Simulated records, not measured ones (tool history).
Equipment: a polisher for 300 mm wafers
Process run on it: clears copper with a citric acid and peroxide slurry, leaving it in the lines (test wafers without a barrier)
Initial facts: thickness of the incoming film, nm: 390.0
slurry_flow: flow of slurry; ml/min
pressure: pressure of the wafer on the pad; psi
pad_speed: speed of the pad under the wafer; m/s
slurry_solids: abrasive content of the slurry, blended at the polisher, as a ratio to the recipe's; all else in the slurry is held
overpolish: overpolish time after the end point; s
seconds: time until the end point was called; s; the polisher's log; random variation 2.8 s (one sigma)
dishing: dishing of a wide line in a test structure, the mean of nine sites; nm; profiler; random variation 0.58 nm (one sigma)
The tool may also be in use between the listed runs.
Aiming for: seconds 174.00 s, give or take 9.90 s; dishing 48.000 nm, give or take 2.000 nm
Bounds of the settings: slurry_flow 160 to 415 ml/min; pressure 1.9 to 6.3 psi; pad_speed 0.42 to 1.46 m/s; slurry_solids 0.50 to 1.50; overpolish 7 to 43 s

run,day,slurry_flow,pressure,pad_speed,slurry_solids,overpolish,seconds,dishing
1,0.000,265,4.1,0.94,1.00,22,163.83,36.585
2,0.267,265,4.1,0.94,0.80,22,173.29,35.952
3,0.354,260,4.1,0.94,0.75,23,176.90,37.035
4,0.433,260,4.1,0.80,0.75,23,192.19,33.513
5,0.738,260,4.1,0.80,0.85,23,193.47,33.895
6,1.000,255,4.2,0.80,0.85,24,190.96,36.235
7,1.146,250,4.3,0.80,0.85,25,192.44,37.814
8,1.288,255,4.4,0.80,0.85,26,185.30,40.492
9,1.662,255,4.5,0.80,0.85,26,174.32,40.744
10,1.771,245,4.5,0.80,0.85,27,176.98,41.111

Which one of the following 4 next-run settings gets every result inside its allowed miss? There is exactly one.
A,1.879,275,5.6,0.50,1.35,30,?,?
B,1.879,225,4.4,0.70,0.80,36,?,?
C,1.879,170,5.5,0.82,0.85,24,?,?
D,1.879,290,6.0,0.68,0.80,31,?,?

move,seconds,dishing
A,171.98,47.270
B,202.73,47.392
C,156.72,42.325
D,152.11,53.819
A: all results land within tolerance of their targets
B: the furthest-off result lands on target, but another misses its tolerance
C: better than the last run, though not everything is in spec
D: moves the result that the last run missed by most past its target, out the other side
A meets every target.
